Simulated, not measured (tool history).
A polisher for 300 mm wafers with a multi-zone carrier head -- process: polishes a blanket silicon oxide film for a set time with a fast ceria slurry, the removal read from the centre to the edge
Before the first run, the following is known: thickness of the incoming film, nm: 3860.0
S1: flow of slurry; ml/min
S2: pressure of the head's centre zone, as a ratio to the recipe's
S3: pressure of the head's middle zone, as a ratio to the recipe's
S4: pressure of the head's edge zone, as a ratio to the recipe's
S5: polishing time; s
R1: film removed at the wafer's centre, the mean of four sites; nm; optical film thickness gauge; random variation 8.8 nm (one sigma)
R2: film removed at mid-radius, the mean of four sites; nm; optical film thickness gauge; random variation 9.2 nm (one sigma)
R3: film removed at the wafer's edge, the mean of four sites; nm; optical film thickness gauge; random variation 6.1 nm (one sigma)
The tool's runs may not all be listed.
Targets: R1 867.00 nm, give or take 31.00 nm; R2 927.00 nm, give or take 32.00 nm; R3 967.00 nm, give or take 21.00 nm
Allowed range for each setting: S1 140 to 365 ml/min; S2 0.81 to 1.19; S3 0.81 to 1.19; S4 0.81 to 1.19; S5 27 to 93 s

run	day	S1	S2	S3	S4	S5	R1	R2	R3
1	0.000	235	1.00	1.00	1.00	59	675.15	664.47	654.53
2	0.179	235	1.00	1.00	0.94	59	667.95	653.87	638.78
3	0.454	240	0.98	0.99	0.99	63	714.43	708.04	694.68
4	0.671	240	0.98	0.99	0.99	55	628.89	616.32	609.02
5	0.708	225	0.96	0.98	1.03	61	676.31	681.00	684.06
6	1.021	225	0.99	0.98	1.03	61	696.71	671.18	683.05
7	1.212	220	0.97	0.98	1.06	65	715.14	714.08	741.87
8	1.396	225	0.97	0.99	1.08	68	757.97	762.68	771.58
9	1.542	220	0.95	0.98	1.10	71	767.50	794.39	815.52
10	1.679	220	0.95	0.98	1.12	73	796.06	807.88	849.17
11	1.967	225	0.94	0.99	1.13	75	809.57	833.70	869.07
12	2.083	220	0.93	0.99	1.14	77	814.08	844.40	906.37
13	2.375	225	0.93	1.00	1.15	78	817.01	887.72	919.16

5 next moves are on the table. One of them brings every result within its allowed miss. Which?
A	2.667	185	0.95	1.02	1.18	83	?	?	?
B	2.667	200	0.95	1.10	1.14	75	?	?	?
C	2.667	185	0.86	1.01	1.19	82	?	?	?
D	2.667	225	0.95	1.13	1.12	81	?	?	?
E	2.667	235	0.94	0.98	1.15	74	?	?	?

move	R1	R2	R3
A	861.77	914.18	967.68
B	790.80	892.80	868.78
C	770.02	896.08	959.76
D	871.46	1004.60	943.26
E	792.15	818.02	877.46
A: all results land within tolerance of their targets
B: the biggest miss grows against the last run
C: meets the target for the result that was furthest off, but another lies outside its allowed miss
D: the biggest miss grows against the last run
E: the biggest miss grows against the last run
A is the move that brings every result within its allowed miss.
